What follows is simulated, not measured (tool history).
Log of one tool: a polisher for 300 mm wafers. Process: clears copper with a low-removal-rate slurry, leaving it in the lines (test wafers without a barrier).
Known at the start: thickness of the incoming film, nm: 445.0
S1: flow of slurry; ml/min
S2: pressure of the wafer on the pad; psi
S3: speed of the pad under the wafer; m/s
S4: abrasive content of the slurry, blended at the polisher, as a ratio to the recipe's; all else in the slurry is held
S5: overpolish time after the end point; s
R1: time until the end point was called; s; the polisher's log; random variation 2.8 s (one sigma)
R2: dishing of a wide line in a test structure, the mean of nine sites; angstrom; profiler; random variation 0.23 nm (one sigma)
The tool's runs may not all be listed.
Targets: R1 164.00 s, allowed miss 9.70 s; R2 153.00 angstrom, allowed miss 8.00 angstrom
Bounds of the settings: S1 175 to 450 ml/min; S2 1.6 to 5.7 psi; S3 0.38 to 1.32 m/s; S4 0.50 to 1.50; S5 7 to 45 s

run 1 hour=0.0 | S1=290 S2=3.6 S3=0.84 S4=1.00 S5=23 | R1=142.43 R2=439.07
run 2 hour=5.5 | S1=290 S2=3.1 S3=0.88 S4=1.00 S5=19 | R1=153.87 R2=349.53
run 3 hour=7.1 | S1=285 S2=2.7 S3=0.92 S4=0.95 S5=16 | R1=171.58 R2=274.09
run 4 hour=10.4 | S1=285 S2=2.7 S3=0.92 S4=1.05 S5=16 | R1=163.74 R2=288.80
run 5 hour=13.6 | S1=285 S2=1.9 S3=0.92 S4=1.05 S5=16 | R1=214.10 R2=209.14
run 6 hour=15.5 | S1=285 S2=1.6 S3=0.92 S4=1.05 S5=16 | R1=258.78 R2=194.10
run 7 hour=16.1 | S1=260 S2=1.6 S3=0.96 S4=1.15 S5=14 | R1=240.97 R2=180.88
run 8 hour=21.1 | S1=240 S2=1.6 S3=1.02 S4=1.25 S5=12 | R1=215.82 R2=166.41
run 9 hour=26.1 | S1=200 S2=2.3 S3=1.08 S4=1.50 S5=7 | R1=156.83 R2=140.45
run 10 hour=28.3 | S1=205 S2=2.3 S3=1.08 S4=1.45 S5=7 | R1=156.00 R2=143.68
run 11 hour=30.7 | S1=210 S2=2.3 S3=1.08 S4=1.45 S5=7 | R1=152.48 R2=143.90
run 12 hour=31.8 | S1=205 S2=2.0 S3=1.08 S4=1.45 S5=11 | R1=171.62 R2=193.74
run 13 hour=39.3 | S1=215 S2=2.1 S3=1.06 S4=1.45 S5=10 | R1=169.52 R2=180.04
run 14 hour=43.7 | S1=210 S2=2.1 S3=1.06 S4=1.40 S5=10 | R1=172.43 R2=182.15
run 15 hour=45.3 | S1=225 S2=2.1 S3=1.06 S4=1.40 S5=10 | R1=171.52 R2=178.23
run 16 hour=46.7 | S1=225 S2=2.1 S3=1.06 S4=1.40 S5=10 | R1=173.14 R2=178.03
run 17 hour=49.5 | S1=215 S2=2.2 S3=1.06 S4=1.40 S5=10 | R1=162.67 R2=189.20
run 18 hour=51.3 | S1=230 S2=2.2 S3=1.06 S4=1.40 S5=10 | R1=166.92 R2=184.93
run 19 hour=59.2 | S1=220 S2=2.2 S3=1.06 S4=1.40 S5=10 | R1=167.99 R2=189.31
run 20 hour=64.8 | S1=300 S2=1.8 S3=1.08 S4=1.40 S5=7 | R1=185.04 R2=118.25
run 21 hour=68.9 | S1=300 S2=1.8 S3=1.08 S4=1.40 S5=7 | R1=178.80 R2=120.07
run 22 hour=75.4 | S1=300 S2=2.2 S3=1.08 S4=1.40 S5=13 | R1=160.13 R2=242.73
run 23 hour=79.9 | S1=300 S2=2.3 S3=1.06 S4=1.35 S5=12 | R1=152.39 R2=229.19
run 24 hour=87.5 | S1=305 S2=2.3 S3=1.06 S4=1.35 S5=11 | R1=157.42 R2=215.79
run 25 hour=90.8 | S1=305 S2=2.3 S3=1.06 S4=1.35 S5=11 | R1=151.10 R2=214.26
run 26 hour=99.2 | S1=310 S2=2.2 S3=1.06 S4=1.35 S5=10 | R1=161.93 R2=189.69
run 27 hour=100.7 | S1=390 S2=1.7 S3=1.16 S4=1.35 S5=7 | R1=181.66 R2=123.21
run 28 hour=105.1 | S1=390 S2=1.8 S3=1.16 S4=1.35 S5=7 | R1=173.06 R2=126.27

Which of these 5 next moves meets every target?
run A hour=109.5 | S1=400 S2=1.6 S3=1.16 S4=1.40 S5=9 | R1=? R2=?
run B hour=109.5 | S1=325 S2=1.6 S3=1.14 S4=1.20 S5=7 | R1=? R2=?
run C hour=109.5 | S1=395 S2=1.6 S3=1.30 S4=1.45 S5=8 | R1=? R2=?
run D hour=109.5 | S1=390 S2=2.7 S3=0.86 S4=1.25 S5=7 | R1=? R2=?
run E hour=109.5 | S1=385 S2=2.1 S3=0.96 S4=1.20 S5=9 | R1=? R2=?

move=A R1=182.82 R2=154.75
move=B R1=194.48 R2=115.95
move=C R1=162.50 R2=154.76
move=D R1=165.14 R2=136.43
move=E R1=183.95 R2=154.96
A: brings the result that was furthest off to its target, and leaves another outside
B: further off than the last run
C: meets every target
D: nearer than the last run, and not there yet
E: brings the result that was furthest off to its target, and leaves another outside
Move C is the one to make.
